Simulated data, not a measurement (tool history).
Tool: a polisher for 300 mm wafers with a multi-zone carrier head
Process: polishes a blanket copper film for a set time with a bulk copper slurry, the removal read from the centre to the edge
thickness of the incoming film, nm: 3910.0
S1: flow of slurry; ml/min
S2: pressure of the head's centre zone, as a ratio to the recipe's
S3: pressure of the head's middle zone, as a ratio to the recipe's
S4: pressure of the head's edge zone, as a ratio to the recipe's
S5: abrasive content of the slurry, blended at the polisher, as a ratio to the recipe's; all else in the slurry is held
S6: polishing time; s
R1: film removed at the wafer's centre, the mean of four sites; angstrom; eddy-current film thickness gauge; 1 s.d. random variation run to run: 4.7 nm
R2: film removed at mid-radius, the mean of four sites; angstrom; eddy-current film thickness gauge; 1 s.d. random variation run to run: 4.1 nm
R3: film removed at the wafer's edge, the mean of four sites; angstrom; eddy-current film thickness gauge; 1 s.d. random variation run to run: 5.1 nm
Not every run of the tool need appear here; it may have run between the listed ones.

run	hour	S1	S2	S3	S4	S5	S6	R1	R2	R3
1	0.0	195	1.00	1.00	1.00	1.00	31	3111.2	3084.2	2959.4
2	5.9	225	1.00	1.00	1.00	1.00	31	3138.3	3159.7	3049.6
3	10.3	250	1.00	1.00	1.00	1.00	31	3200.0	3180.0	3046.5
4	13.0	250	1.07	1.00	1.00	1.00	31	3332.7	3136.0	3017.8
5	20.7	250	1.05	1.00	1.03	1.10	31	3405.7	3225.7	3158.3
6	23.5	250	1.03	1.01	1.05	1.15	31	3384.0	3255.1	3278.2
7	25.8	250	1.02	1.03	1.06	1.20	31	3283.3	3369.8	3273.6
8	30.3	250	1.02	1.03	1.08	1.25	31	3460.8	3462.4	3260.3
9	37.9	255	0.99	1.02	1.09	1.30	32	3375.0	3510.7	3408.6
10	39.9	255	0.98	1.02	1.11	1.35	32	3445.4	3529.7	3572.9

Predict the results of run 11:
11	42.2	255	0.98	1.03	1.12	1.40	32	?	?	?

{"run 11": {"R1": 3438.7, "R2": 3608.5, "R3": 3586.7}}

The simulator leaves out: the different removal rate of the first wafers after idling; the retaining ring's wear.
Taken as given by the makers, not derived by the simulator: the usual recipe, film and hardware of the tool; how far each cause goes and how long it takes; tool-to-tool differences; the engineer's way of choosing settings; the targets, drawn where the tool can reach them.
